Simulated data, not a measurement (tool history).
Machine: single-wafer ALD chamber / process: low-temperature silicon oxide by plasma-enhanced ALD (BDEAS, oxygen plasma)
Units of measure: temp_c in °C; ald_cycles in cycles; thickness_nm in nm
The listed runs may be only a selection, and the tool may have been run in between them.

run,hour,temp_c,ald_cycles,thickness_nm
1,0.0,90,31,4.8669
2,8.0,93,30,4.6977
3,16.9,95,29,4.5154
4,23.9,95,26,4.0509
5,27.6,106,26,3.9042
# hour 33.2: thermocouple changed; heater temperature recalibrated
6,33.2,111,26,3.8974
7,39.9,109,26,3.8534
8,47.5,109,26,3.8601
9,53.4,107,26,3.8971
10,57.4,107,26,3.8773
11,64.8,105,26,3.9363
12,71.3,104,26,3.8980

What does the tool deliver on the next run?
13,73.9,103,26,?

thickness_nm: 3.9205 nm
